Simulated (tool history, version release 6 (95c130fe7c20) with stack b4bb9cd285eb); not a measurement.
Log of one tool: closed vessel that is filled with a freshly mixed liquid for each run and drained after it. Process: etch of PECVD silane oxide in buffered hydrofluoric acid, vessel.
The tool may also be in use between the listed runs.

run	day	temperature setpoint of the liquid (C)	parts of 40 % ammonium fluoride to one part of 49 % hydrofluoric acid (parts by volume)	time in the liquid (s)	thickness taken off the PECVD silane oxide on a monitor wafer (nm)
1	0	24	17	90	190
2	0.3	24	14.5	90	225.12
3	0.621	26.5	14.5	90	258.93
4	0.742	24	15.5	90	211.67
5	0.892	26.5	15.5	90	241.27
6	1.138	24.5	16	90	209.72
7	1.446	22.5	16.5	90	182.44
8	1.492	21	17	90	162.47
9	1.646	20	17.5	90	148.39
10	1.979	20	17.5	90	150.02
11	2.221	19.5	17.5	90	146
12	2.279	19	17.5	90	140.47
13	2.542	18.5	17.5	90	138.42

Run 14 comes next. What will it give?
14	2.738	18.5	17.5	90	?

thickness taken off the PECVD silane oxide on a monitor wafer (nm): 138.22
